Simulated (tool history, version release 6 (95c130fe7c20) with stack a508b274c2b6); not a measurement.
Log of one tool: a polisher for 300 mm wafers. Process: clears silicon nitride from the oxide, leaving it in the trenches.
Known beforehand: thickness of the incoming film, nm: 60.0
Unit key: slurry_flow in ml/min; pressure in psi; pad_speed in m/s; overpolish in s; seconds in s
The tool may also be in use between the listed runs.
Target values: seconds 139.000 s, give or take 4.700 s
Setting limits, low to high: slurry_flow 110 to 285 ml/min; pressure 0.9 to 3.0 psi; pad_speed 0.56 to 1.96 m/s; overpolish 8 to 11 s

run 1 hour=0.0 | slurry_flow=180 pressure=1.9 pad_speed=1.26 overpolish=11 | seconds=90.152
run 2 hour=3.6 | slurry_flow=200 pressure=1.9 pad_speed=1.26 overpolish=11 | seconds=88.482
run 3 hour=7.9 | slurry_flow=195 pressure=1.7 pad_speed=1.26 overpolish=11 | seconds=100.750
run 4 hour=8.5 | slurry_flow=190 pressure=1.5 pad_speed=1.26 overpolish=11 | seconds=112.280
run 5 hour=13.8 | slurry_flow=190 pressure=1.5 pad_speed=1.26 overpolish=11 | seconds=111.060
run 6 hour=19.1 | slurry_flow=190 pressure=1.4 pad_speed=1.26 overpolish=11 | seconds=120.330
run 7 hour=28.0 | slurry_flow=185 pressure=1.3 pad_speed=1.26 overpolish=11 | seconds=131.240
run 8 hour=32.2 | slurry_flow=180 pressure=1.3 pad_speed=1.26 overpolish=11 | seconds=128.550
run 9 hour=34.8 | slurry_flow=175 pressure=1.3 pad_speed=1.26 overpolish=11 | seconds=128.410

Next run, 5 choices. One meets every target within its allowed miss, the rest don't. Which?
run A hour=37.4 | slurry_flow=230 pressure=1.3 pad_speed=1.32 overpolish=8 | seconds=?
run B hour=37.4 | slurry_flow=180 pressure=1.2 pad_speed=1.18 overpolish=11 | seconds=?
run C hour=37.4 | slurry_flow=200 pressure=1.2 pad_speed=1.24 overpolish=8 | seconds=?
run D hour=37.4 | slurry_flow=160 pressure=1.4 pad_speed=1.38 overpolish=11 | seconds=?
run E hour=37.4 | slurry_flow=125 pressure=1.6 pad_speed=1.22 overpolish=11 | seconds=?

move=A seconds=120.580
move=B seconds=149.150
move=C seconds=140.410
move=D seconds=112.200
move=E seconds=115.090
A: misses by more than the last run did
B: carries the result that was furthest off beyond its target, to the other side
C: every result within its allowed miss
D: misses by more than the last run did
E: misses by more than the last run did
Answer: C

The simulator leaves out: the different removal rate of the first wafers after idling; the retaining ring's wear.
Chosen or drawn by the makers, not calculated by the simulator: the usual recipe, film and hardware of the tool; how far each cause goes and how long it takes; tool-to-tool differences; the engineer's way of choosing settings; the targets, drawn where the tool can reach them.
